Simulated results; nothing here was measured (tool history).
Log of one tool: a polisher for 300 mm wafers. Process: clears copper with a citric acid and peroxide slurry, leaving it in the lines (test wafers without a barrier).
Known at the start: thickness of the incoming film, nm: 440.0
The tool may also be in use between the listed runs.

run	hour	flow of slurry (ml/min)	pressure of the wafer on the pad (psi)	speed of the pad under the wafer (cm/s)	abrasive content of the slurry	overpolish time after the end point (s)	time until the end point was called (s)	dishing of a wide line in a test structure (angstrom)
1	0.0	165	4.2	134	1.0	19	100.350	570.74
2	5.7	165	4.7	134	1.0	19	91.633	593.12
3	10.3	165	4.7	110	1.0	19	110.060	520.36
4	15.6	170	4.4	106	1.0	15	119.560	396.03
5	23.9	175	4.1	106	1.0	12	125.900	315.58
6	29.3	170	3.9	106	1.0	11	131.590	280.39
7	35.7	165	3.8	106	1.0	10	134.780	243.79
8	36.8	155	3.7	106	1.0	10	138.490	240.68

The next listed run, before its measurement:
9	44.7	150	3.7	106	1.0	10	?	?

time until the end point was called (s): 139.160
dishing of a wide line in a test structure (angstrom): 245.16
